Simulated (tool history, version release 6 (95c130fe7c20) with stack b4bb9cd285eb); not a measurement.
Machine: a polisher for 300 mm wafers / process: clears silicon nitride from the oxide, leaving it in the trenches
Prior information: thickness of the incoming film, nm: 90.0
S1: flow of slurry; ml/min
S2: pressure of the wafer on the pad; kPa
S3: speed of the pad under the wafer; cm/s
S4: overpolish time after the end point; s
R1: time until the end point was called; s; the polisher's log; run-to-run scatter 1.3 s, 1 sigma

Run 1, hour 0: S1 260 ml/min, S2 20.7 kPa, S3 106 cm/s, S4 14 s. Result: R1 101.8 s.
Run 2, hour 3.1: S1 220 ml/min, S2 20.7 kPa, S3 106 cm/s, S4 14 s. Result: R1 102.1 s.
Run 3, hour 11.6: S1 220 ml/min, S2 18.6 kPa, S3 106 cm/s, S4 14 s. Result: R1 114.6 s.
Run 4, hour 12.2: S1 220 ml/min, S2 21.4 kPa, S3 106 cm/s, S4 14 s. Result: R1 99.173 s.
Run 5, hour 12.9: S1 220 ml/min, S2 21.4 kPa, S3 106 cm/s, S4 15 s. Result: R1 100.31 s.
Run 6, hour 15.2: S1 270 ml/min, S2 21.4 kPa, S3 106 cm/s, S4 15 s. Result: R1 96.508 s.
Run 7, hour 17.5: S1 265 ml/min, S2 20 kPa, S3 106 cm/s, S4 15 s. Result: R1 105.67 s.

The next listed run, before its measurement:
Run 8, hour 20: S1 265 ml/min, S2 19.3 kPa, S3 106 cm/s, S4 15 s. Result: R1 ?.

{"run 8": {"R1": 106.35}}
